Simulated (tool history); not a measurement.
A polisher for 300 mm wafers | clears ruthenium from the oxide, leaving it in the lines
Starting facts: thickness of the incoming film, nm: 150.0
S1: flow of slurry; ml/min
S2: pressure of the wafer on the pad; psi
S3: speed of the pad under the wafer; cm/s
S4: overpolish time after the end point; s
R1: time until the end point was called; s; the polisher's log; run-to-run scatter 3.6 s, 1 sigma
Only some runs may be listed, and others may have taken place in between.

Run 1, day 0: S1 250 ml/min, S2 2.4 psi, S3 78 cm/s, S4 42 s. Result: R1 156.71 s.
Run 2, day 0.367: S1 250 ml/min, S2 2.4 psi, S3 86 cm/s, S4 42 s. Result: R1 141.05 s.
Run 3, day 0.446: S1 245 ml/min, S2 2.1 psi, S3 78 cm/s, S4 42 s. Result: R1 175.7 s.
Run 4, day 0.742: S1 245 ml/min, S2 2.1 psi, S3 78 cm/s, S4 42 s. Result: R1 179.47 s.
Run 5, day 1.042: S1 245 ml/min, S2 2.1 psi, S3 78 cm/s, S4 45 s. Result: R1 178 s.
Run 6, day 1.062: S1 240 ml/min, S2 1.9 psi, S3 72 cm/s, S4 45 s. Result: R1 210.97 s.
Run 7, day 1.304: S1 225 ml/min, S2 1.3 psi, S3 50 cm/s, S4 45 s. Result: R1 428.07 s.
Run 8, day 1.388: S1 235 ml/min, S2 1.3 psi, S3 50 cm/s, S4 45 s. Result: R1 421.71 s.
Run 9, day 1.554: S1 240 ml/min, S2 1.3 psi, S3 50 cm/s, S4 45 s. Result: R1 416.07 s.
Run 10, day 1.683: S1 250 ml/min, S2 1.3 psi, S3 50 cm/s, S4 45 s. Result: R1 416.91 s.

Predict the results of run 11:
Run 11, day 1.958: S1 255 ml/min, S2 1.3 psi, S3 50 cm/s, S4 45 s. Result: R1 ?.

Logged for run 11: R1 417.82 s.
